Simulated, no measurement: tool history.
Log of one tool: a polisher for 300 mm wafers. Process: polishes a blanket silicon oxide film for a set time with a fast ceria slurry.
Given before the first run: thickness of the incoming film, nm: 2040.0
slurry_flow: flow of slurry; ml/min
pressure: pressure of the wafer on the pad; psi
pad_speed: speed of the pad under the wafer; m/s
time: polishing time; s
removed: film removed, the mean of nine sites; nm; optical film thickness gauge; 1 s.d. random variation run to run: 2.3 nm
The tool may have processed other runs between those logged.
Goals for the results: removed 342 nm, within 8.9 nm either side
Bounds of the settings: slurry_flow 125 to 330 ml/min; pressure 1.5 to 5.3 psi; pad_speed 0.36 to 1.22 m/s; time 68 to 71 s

run,hour,slurry_flow,pressure,pad_speed,time,removed
1,0,210,3.4,0.78,68,814.3
2,0.9,205,3.1,0.74,68,713.97
3,5.8,200,2.9,0.7,68,627.25
4,10.5,235,2.9,0.7,68,654.28
5,15.3,225,2.7,0.68,68,583.98
6,22.6,225,2.7,0.68,68,588.14
# hour 24: slurry nozzle cleaned
7,24,220,2.5,0.66,68,547.32
8,31.9,215,2.3,0.64,68,492.76
9,33.8,210,2.2,0.62,68,456.52
10,42.1,200,2.1,0.62,68,438.73

5 candidate next runs follow, results not yet known. Just one meets every target within its allowed miss. Identify it.
A,50.4,135,2.1,0.54,70,?
B,50.4,180,2.2,0.44,68,?
C,50.4,200,2.1,0.46,68,?
D,50.4,200,1.6,0.62,70,?
E,50.4,190,1.5,0.72,69,?

move,removed
A,366.3
B,323.98
C,328.66
D,348.08
E,370.24
A: closer than the last run, but not yet in spec
B: takes the result that was furthest off past its target
C: takes the result that was furthest off past its target
D: hits every target within its allowed miss
E: closer than the last run, but not yet in spec
Answer: D
